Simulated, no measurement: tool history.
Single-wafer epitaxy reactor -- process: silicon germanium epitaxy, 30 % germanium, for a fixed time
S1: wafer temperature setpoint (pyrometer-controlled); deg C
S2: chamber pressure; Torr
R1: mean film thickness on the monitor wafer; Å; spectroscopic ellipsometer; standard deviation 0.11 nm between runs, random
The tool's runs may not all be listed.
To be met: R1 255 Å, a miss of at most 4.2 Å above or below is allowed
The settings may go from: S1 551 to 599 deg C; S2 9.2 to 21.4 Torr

run	hour	S1	S2	R1
1	0	575	15.3	303.07
2	8.7	572	15.3	282.69
3	12	571	15.3	277
4	20.7	571	13.9	267.49
5	21.4	575	13.9	292.19
6	25.3	584	13.9	353.39
7	33.6	580	13.9	325.17
8	38.2	577	13.9	303.63
9	39	575	13.9	288.84
# hour 41.6: pyrometer calibrated
10	41.6	573	13.9	294.33
11	48.1	561	13.7	223.75
12	54.2	563	13.7	233.47
13	56.3	564	13.7	238.74

Which of these 5 next moves meets every target?
A	58.4	567	13.4	?
B	58.4	570	12.9	?
C	58.4	567	14.7	?
D	58.4	564	14.9	?
E	58.4	566	13	?

move	R1
A	253.34
B	266.92
C	262.85
D	246.91
E	244.71
A: hits every target within its allowed miss
B: takes the biggest miss from the last run beyond its target
C: takes the biggest miss from the last run beyond its target
D: an improvement on the last run, though not all results are within tolerance
E: an improvement on the last run, though not all results are within tolerance
Move A is the one to make.
